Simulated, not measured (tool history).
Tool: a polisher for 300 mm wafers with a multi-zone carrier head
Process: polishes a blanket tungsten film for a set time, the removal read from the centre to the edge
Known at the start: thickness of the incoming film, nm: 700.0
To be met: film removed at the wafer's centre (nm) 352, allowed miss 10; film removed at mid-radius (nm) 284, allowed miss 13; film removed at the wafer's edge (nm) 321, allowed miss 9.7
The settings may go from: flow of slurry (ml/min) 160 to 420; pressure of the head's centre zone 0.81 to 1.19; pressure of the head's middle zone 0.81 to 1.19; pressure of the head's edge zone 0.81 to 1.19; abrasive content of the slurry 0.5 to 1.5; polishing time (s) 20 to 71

| run | hour | flow of slurry (ml/min) | pressure of the head's centre zone | pressure of the head's middle zone | pressure of the head's edge zone | abrasive content of the slurry | polishing time (s) | film removed at the wafer's centre (nm) | film removed at mid-radius (nm) | film removed at the wafer's edge (nm) |
|---|---|---|---|---|---|---|---|---|---|---|
| 1 | 0 | 270 | 1 | 1 | 1 | 1 | 45 | 284.04 | 282.09 | 274.27 |
| 2 | 7.6 | 270 | 0.96 | 1 | 1 | 1 | 45 | 275.17 | 283.55 | 280.63 |
| 3 | 9.1 | 270 | 0.96 | 1 | 1 | 1 | 35 | 215.73 | 217.43 | 217.16 |
| 4 | 11.4 | 280 | 1 | 0.98 | 1.04 | 1.1 | 37 | 239.61 | 241.82 | 241.99 |
| 5 | 12.2 | 345 | 1 | 0.98 | 1.04 | 1.1 | 37 | 248.16 | 238.99 | 245.94 |
| 6 | 16 | 345 | 1.07 | 0.98 | 1.04 | 1.1 | 37 | 257.72 | 242.25 | 244.78 |
| 7 | 19.7 | 355 | 1.1 | 0.94 | 1.05 | 1.2 | 38 | 277.51 | 248.29 | 259.7 |
| 8 | 23.1 | 360 | 1.12 | 0.92 | 1.06 | 1.25 | 39 | 294.27 | 245.48 | 269.02 |
| 9 | 24.2 | 365 | 1.13 | 0.93 | 1.08 | 1.3 | 40 | 308.36 | 263.22 | 284.52 |
| 10 | 26.6 | 370 | 1.14 | 0.92 | 1.09 | 1.35 | 40 | 315.07 | 264.98 | 285.4 |
| 11 | 34.7 | 370 | 1.15 | 0.91 | 1.11 | 1.4 | 41 | 325.88 | 276.19 | 295.79 |
| 12 | 43.4 | 375 | 1.16 | 0.9 | 1.12 | 1.4 | 41 | 326.34 | 268.68 | 296.91 |

5 next moves are on the table. One of them brings every result within its allowed miss. Which?
| A | 52.1 | 275 | 1.17 | 0.89 | 1.1 | 1.4 | 45 | ? | ? | ? |
| B | 52.1 | 260 | 1.19 | 1 | 1.08 | 1.5 | 40 | ? | ? | ? |
| C | 52.1 | 395 | 1.15 | 1.03 | 1.16 | 1.4 | 37 | ? | ? | ? |
| D | 52.1 | 380 | 1.16 | 1.11 | 1.04 | 1.45 | 38 | ? | ? | ? |
| E | 52.1 | 355 | 1.19 | 0.95 | 1.06 | 1.45 | 37 | ? | ? | ? |

| move | film removed at the wafer's centre (nm) | film removed at mid-radius (nm) | film removed at the wafer's edge (nm) |
|---|---|---|---|
| A | 353.04 | 284.68 | 324.06 |
| B | 322.57 | 282.85 | 289.29 |
| C | 294.8 | 271.34 | 278.58 |
| D | 306.99 | 299.09 | 272.52 |
| E | 303.11 | 254.04 | 267.5 |
A: meets every target
B: further off than the last run
C: further off than the last run
D: further off than the last run
E: further off than the last run
Answer: A

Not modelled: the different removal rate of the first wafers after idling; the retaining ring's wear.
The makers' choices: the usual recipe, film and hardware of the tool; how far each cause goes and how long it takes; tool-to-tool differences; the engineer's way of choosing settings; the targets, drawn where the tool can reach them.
